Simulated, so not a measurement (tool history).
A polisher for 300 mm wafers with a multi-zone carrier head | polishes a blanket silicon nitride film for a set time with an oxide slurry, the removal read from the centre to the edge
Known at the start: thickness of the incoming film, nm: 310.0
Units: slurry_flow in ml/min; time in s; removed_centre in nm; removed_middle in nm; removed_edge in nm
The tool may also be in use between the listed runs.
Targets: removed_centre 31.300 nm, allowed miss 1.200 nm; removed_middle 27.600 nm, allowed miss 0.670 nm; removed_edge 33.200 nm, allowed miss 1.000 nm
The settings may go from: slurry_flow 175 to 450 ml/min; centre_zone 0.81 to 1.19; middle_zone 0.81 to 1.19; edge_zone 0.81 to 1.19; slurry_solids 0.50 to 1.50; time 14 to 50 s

Run 1, day 0.000: slurry_flow 290 ml/min, centre_zone 1.00, middle_zone 1.00, edge_zone 1.00, slurry_solids 1.00, time 32 s. Result: removed_centre 21.324 nm, removed_middle 20.777 nm, removed_edge 20.217 nm.
Run 2, day 0.183: slurry_flow 290 ml/min, centre_zone 1.04, middle_zone 1.00, edge_zone 1.00, slurry_solids 1.00, time 32 s. Result: removed_centre 22.013 nm, removed_middle 20.887 nm, removed_edge 20.003 nm.
Run 3, day 0.325: slurry_flow 290 ml/min, centre_zone 1.04, middle_zone 1.00, edge_zone 1.00, slurry_solids 1.15, time 32 s. Result: removed_centre 23.737 nm, removed_middle 22.299 nm, removed_edge 21.748 nm.
Run 4, day 0.558: slurry_flow 290 ml/min, centre_zone 1.04, middle_zone 1.00, edge_zone 1.07, slurry_solids 1.15, time 32 s. Result: removed_centre 23.851 nm, removed_middle 22.508 nm, removed_edge 22.121 nm.
Run 5, day 0.650: slurry_flow 290 ml/min, centre_zone 1.02, middle_zone 0.97, edge_zone 1.09, slurry_solids 1.20, time 33 s. Result: removed_centre 24.167 nm, removed_middle 22.826 nm, removed_edge 24.135 nm.
Run 6, day 0.712: slurry_flow 295 ml/min, centre_zone 1.03, middle_zone 0.96, edge_zone 1.11, slurry_solids 1.25, time 34 s. Result: removed_centre 25.988 nm, removed_middle 24.258 nm, removed_edge 25.487 nm.
Run 7, day 0.750: slurry_flow 295 ml/min, centre_zone 1.03, middle_zone 0.96, edge_zone 1.11, slurry_solids 1.25, time 34 s. Result: removed_centre 26.124 nm, removed_middle 24.121 nm, removed_edge 25.161 nm.
Run 8, day 1.121: slurry_flow 285 ml/min, centre_zone 1.02, middle_zone 0.94, edge_zone 1.12, slurry_solids 1.30, time 35 s. Result: removed_centre 26.739 nm, removed_middle 25.057 nm, removed_edge 26.580 nm.
Run 9, day 1.288: slurry_flow 305 ml/min, centre_zone 1.02, middle_zone 0.92, edge_zone 1.13, slurry_solids 1.35, time 35 s. Result: removed_centre 28.316 nm, removed_middle 24.799 nm, removed_edge 27.777 nm.
At day 1.433: edge zone pressure recalibrated.
Run 10, day 1.433: slurry_flow 325 ml/min, centre_zone 1.01, middle_zone 0.92, edge_zone 1.14, slurry_solids 1.40, time 35 s. Result: removed_centre 28.494 nm, removed_middle 25.209 nm, removed_edge 29.701 nm.

4 next moves are on the table. One of them brings every result within its allowed miss. Which?
Run A, day 1.579: slurry_flow 445 ml/min, centre_zone 0.91, middle_zone 0.87, edge_zone 1.05, slurry_solids 1.45, time 37 s. Result: removed_centre ?, removed_middle ?, removed_edge ?.
Run B, day 1.579: slurry_flow 450 ml/min, centre_zone 1.12, middle_zone 0.82, edge_zone 1.15, slurry_solids 1.05, time 37 s. Result: removed_centre ?, removed_middle ?, removed_edge ?.
Run C, day 1.579: slurry_flow 370 ml/min, centre_zone 0.97, middle_zone 0.88, edge_zone 1.19, slurry_solids 1.50, time 39 s. Result: removed_centre ?, removed_middle ?, removed_edge ?.
Run D, day 1.579: slurry_flow 335 ml/min, centre_zone 1.01, middle_zone 0.88, edge_zone 1.15, slurry_solids 1.40, time 39 s. Result: removed_centre ?, removed_middle ?, removed_edge ?.

move  removed_centre  removed_middle  removed_edge
   A          28.120          26.556        31.373
   B          29.639          21.620        28.111
   C          31.621          28.280        35.393
   D          31.754          27.282        33.602
A: nearer than the last run, and not there yet
B: further off than the last run
C: takes the result that was furthest off past its target
D: meets every target
Move D is the one to make.
